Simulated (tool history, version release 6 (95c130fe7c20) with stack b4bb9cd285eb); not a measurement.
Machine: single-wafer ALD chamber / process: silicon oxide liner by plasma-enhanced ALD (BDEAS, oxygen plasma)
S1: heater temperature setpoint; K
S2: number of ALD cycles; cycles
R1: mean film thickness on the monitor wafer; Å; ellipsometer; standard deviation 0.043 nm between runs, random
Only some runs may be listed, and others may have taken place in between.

Run 1, hour 0.0: S1 583.15 K, S2 75 cycles. Result: R1 74.291 Å.
Run 2, hour 3.1: S1 583.15 K, S2 66 cycles. Result: R1 66.391 Å.
Run 3, hour 12.2: S1 582.15 K, S2 70 cycles. Result: R1 70.324 Å.
Run 4, hour 21.0: S1 582.15 K, S2 65 cycles. Result: R1 65.294 Å.
Run 5, hour 24.1: S1 582.15 K, S2 69 cycles. Result: R1 69.434 Å.
Run 6, hour 27.3: S1 592.15 K, S2 69 cycles. Result: R1 68.264 Å.
Run 7, hour 32.6: S1 588.15 K, S2 81 cycles. Result: R1 80.206 Å.

The next listed run, before its measurement:
Run 8, hour 35.9: S1 588.15 K, S2 81 cycles. Result: R1 ?.

Run 8 gave R1 80.626 Å.

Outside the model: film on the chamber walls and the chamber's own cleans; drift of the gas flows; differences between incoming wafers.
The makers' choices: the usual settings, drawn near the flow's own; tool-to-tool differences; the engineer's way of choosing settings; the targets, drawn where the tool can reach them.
